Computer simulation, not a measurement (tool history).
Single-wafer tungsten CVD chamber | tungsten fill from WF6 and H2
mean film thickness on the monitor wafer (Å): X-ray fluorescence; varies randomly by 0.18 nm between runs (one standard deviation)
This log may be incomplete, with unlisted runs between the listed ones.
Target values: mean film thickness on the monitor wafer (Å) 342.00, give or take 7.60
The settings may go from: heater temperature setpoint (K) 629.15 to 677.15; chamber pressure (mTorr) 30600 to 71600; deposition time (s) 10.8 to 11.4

run    day  heater temperature setpoint (K)  chamber pressure (mTorr)  deposition time (s)  mean film thickness on the monitor wafer (Å)
  1  0.000                           653.15                     51100                 11.4                                        291.10
  2  0.179                           653.15                     51100                 11.4                                        291.29
  3  0.408                           653.15                     43300                 11.4                                        274.28
  4  0.629                           653.15                     47700                 11.4                                        283.20
  5  0.708                           654.15                     47800                 11.4                                        293.63
  6  0.738                           654.15                     44500                 11.4                                        283.04
  7  1.096                           655.15                     44600                 11.4                                        290.18
  8  1.233                           656.15                     44700                 11.4                                        296.39

Which of these 4 next moves meets every target?
  A  1.371                           668.15                     38400                 11.4                                             ?
  B  1.371                           666.15                     45300                 11.4                                             ?
  C  1.371                           661.15                     47700                 11.4                                             ?
  D  1.371                           657.15                     54100                 11.4                                             ?

move  mean film thickness on the monitor wafer (Å)
   A                                        363.04
   B                                        371.05
   C                                        340.47
   D                                        327.51
A: takes the result that was furthest off past its target
B: takes the result that was furthest off past its target
C: every result within its allowed miss
D: an improvement on the last run, though not all results are within tolerance
Correct choice: C, which meets every target
